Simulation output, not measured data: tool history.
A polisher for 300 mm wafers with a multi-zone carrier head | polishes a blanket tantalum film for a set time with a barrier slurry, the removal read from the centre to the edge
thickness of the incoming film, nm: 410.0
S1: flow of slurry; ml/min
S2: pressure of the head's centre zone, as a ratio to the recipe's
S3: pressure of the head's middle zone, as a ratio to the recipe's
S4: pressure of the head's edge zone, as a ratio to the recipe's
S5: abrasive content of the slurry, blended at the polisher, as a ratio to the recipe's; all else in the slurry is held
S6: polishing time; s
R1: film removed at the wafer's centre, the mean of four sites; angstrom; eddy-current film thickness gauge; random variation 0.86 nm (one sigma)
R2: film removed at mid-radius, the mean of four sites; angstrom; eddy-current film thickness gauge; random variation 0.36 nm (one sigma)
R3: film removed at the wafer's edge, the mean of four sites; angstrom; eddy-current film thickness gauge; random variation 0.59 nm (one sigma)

{"run": 1, "hour": 0.0, "S1": 195, "S2": 1.0, "S3": 1.0, "S4": 1.0, "S5": 1.0, "S6": 65, "R1": 965.21, "R2": 1015.9, "R3": 1022.2}
{"run": 2, "hour": 5.6, "S1": 195, "S2": 0.93, "S3": 1.0, "S4": 1.0, "S5": 1.0, "S6": 65, "R1": 911.29, "R2": 1020.3, "R3": 1022.3}
{"run": 3, "hour": 13.5, "S1": 195, "S2": 0.93, "S3": 1.0, "S4": 1.0, "S5": 1.0, "S6": 56, "R1": 788.05, "R2": 875.38, "R3": 886.91}
{"run": 4, "hour": 19.0, "S1": 195, "S2": 0.89, "S3": 1.0, "S4": 1.0, "S5": 1.0, "S6": 56, "R1": 747.01, "R2": 871.49, "R3": 892.27}
{"run": 5, "hour": 22.2, "S1": 150, "S2": 0.89, "S3": 1.0, "S4": 1.0, "S5": 1.0, "S6": 56, "R1": 723.84, "R2": 834.81, "R3": 855.51}
{"run": 6, "hour": 29.0, "S1": 140, "S2": 0.94, "S3": 0.95, "S4": 0.97, "S5": 0.85, "S6": 53, "R1": 681.47, "R2": 714.51, "R3": 754.77}

Estimate the outcome of run 7 from the log above:
{"run": 7, "hour": 30.3, "S1": 135, "S2": 0.98, "S3": 0.91, "S4": 0.94, "S5": 0.75, "S6": 52, "R1": "?", "R2": "?", "R3": "?"}

{"run 7": {"R1": 646.55, "R2": 648.4, "R3": 676.63}}
